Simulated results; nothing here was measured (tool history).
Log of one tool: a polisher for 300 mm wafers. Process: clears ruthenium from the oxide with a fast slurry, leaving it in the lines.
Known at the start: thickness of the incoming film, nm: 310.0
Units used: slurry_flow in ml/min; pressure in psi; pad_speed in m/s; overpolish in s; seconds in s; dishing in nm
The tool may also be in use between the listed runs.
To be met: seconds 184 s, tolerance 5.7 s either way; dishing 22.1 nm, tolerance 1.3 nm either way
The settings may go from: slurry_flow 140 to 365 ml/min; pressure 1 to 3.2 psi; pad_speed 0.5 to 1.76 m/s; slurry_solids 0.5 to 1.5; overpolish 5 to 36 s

| run | hour | slurry_flow | pressure | pad_speed | slurry_solids | overpolish | seconds | dishing |
|---|---|---|---|---|---|---|---|---|
| 1 | 0 | 235 | 2.1 | 1.12 | 1 | 18 | 103.61 | 31.922 |
| 2 | 6 | 235 | 2.1 | 1.12 | 1 | 12 | 103.25 | 24.707 |
| 3 | 10.3 | 235 | 1.9 | 1.1 | 1 | 13 | 117.14 | 24.163 |
| 4 | 15.2 | 235 | 1.9 | 0.98 | 1 | 13 | 128.64 | 22.398 |
| 5 | 19.8 | 235 | 1.8 | 0.98 | 1 | 14 | 133.83 | 22.965 |
| 6 | 27.7 | 235 | 2.2 | 0.98 | 1 | 14 | 113.47 | 26.935 |
| 7 | 31.7 | 235 | 2 | 0.96 | 1 | 15 | 126.99 | 25.446 |
| 8 | 39.8 | 235 | 1.8 | 0.96 | 1 | 16 | 137.72 | 24.866 |
| 9 | 41.8 | 235 | 1.7 | 0.96 | 1 | 16 | 146.95 | 24.216 |
| 10 | 44.1 | 235 | 1.6 | 0.96 | 1 | 16 | 154.09 | 22.362 |
| 11 | 52.3 | 235 | 1.5 | 0.96 | 1 | 17 | 164.21 | 22.726 |

Of the 5 settings listed for the next run, only one would bring every result within its allowed miss of target. Which one?
| A | 60.5 | 200 | 1.7 | 0.86 | 1.2 | 19 | ? | ? |
| B | 60.5 | 245 | 1.4 | 1.04 | 0.8 | 20 | ? | ? |
| C | 60.5 | 210 | 1.5 | 0.92 | 1.05 | 18 | ? | ? |
| D | 60.5 | 215 | 1.8 | 0.72 | 0.9 | 18 | ? | ? |
| E | 60.5 | 270 | 1.3 | 1.02 | 0.9 | 23 | ? | ? |

| move | seconds | dishing |
|---|---|---|
| A | 150.34 | 26.302 |
| B | 182.38 | 23.853 |
| C | 168.77 | 23.387 |
| D | 186.22 | 21.773 |
| E | 185.48 | 25.968 |
A: further off than the last run
B: brings the last run's worst result on target, with another outside its allowed miss
C: closer than the last run, but not yet in spec
D: all results land within tolerance of their targets
E: brings the last run's worst result on target, with another outside its allowed miss
D meets every target.
